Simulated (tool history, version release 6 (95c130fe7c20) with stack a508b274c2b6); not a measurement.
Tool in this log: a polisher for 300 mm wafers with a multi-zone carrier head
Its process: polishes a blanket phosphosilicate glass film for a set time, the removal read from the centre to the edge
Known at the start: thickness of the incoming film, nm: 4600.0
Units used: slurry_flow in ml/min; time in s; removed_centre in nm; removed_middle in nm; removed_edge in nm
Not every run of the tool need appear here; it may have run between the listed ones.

| run | hour | slurry_flow | centre_zone | middle_zone | edge_zone | slurry_solids | time | removed_centre | removed_middle | removed_edge |
|---|---|---|---|---|---|---|---|---|---|---|
| 1 | 0.0 | 160 | 1.00 | 1.00 | 1.00 | 1.00 | 59 | 509.59 | 509.24 | 513.62 |
| 2 | 0.9 | 180 | 1.00 | 1.00 | 1.00 | 1.00 | 59 | 517.93 | 519.91 | 516.76 |
| 3 | 8.0 | 180 | 1.01 | 1.00 | 1.04 | 1.10 | 59 | 555.52 | 544.41 | 552.22 |
| 4 | 16.6 | 180 | 1.01 | 1.00 | 1.04 | 0.95 | 59 | 508.81 | 500.21 | 514.04 |
| 5 | 25.3 | 175 | 1.01 | 1.00 | 1.07 | 1.05 | 59 | 537.94 | 526.70 | 547.77 |
| 6 | 32.4 | 160 | 1.01 | 1.00 | 1.07 | 1.05 | 59 | 522.48 | 520.13 | 545.38 |

For run 7, what comes out?
| 7 | 33.3 | 165 | 1.01 | 1.01 | 1.10 | 1.10 | 59 | ? | ? | ? |

Run 7 measured removed_centre 540.87 nm, removed_middle 545.60 nm, removed_edge 565.10 nm.
